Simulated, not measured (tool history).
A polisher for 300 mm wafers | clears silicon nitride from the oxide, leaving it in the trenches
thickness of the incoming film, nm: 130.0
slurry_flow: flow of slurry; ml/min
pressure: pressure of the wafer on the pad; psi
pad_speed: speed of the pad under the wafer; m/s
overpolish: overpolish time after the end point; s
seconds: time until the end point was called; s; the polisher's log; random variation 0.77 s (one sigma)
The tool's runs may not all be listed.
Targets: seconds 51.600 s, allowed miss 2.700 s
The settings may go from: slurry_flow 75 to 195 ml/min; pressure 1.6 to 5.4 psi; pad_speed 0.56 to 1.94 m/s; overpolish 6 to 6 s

run  hour  slurry_flow  pressure  pad_speed  overpolish  seconds
  1   0.0          125       3.5       1.24           6   78.684
  2   7.5          125       3.7       1.24           6   73.287
  3  16.0          125       3.8       1.24           6   72.719
  4  17.1          125       3.8       1.40           6   64.960
  5  18.6          125       3.9       1.40           6   66.201
  6  22.8          125       3.9       1.20           6   72.577
  7  25.1          125       4.0       1.20           6   69.884
  8  27.1          125       4.1       1.20           6   69.741
  9  32.8          135       5.1       1.24           6   57.074

Which of these 4 next moves meets every target?
  A  38.5          135       4.2       1.28           6        ?
  B  38.5          150       4.4       1.44           6        ?
  C  38.5          130       5.3       1.38           6        ?
  D  38.5          100       5.0       1.10           6        ?

move  seconds
   A   64.693
   B   56.987
   C   51.551
   D   65.006
A: further off than the last run
B: as far off as the last run
C: meets every target
D: further off than the last run
The right move is C.
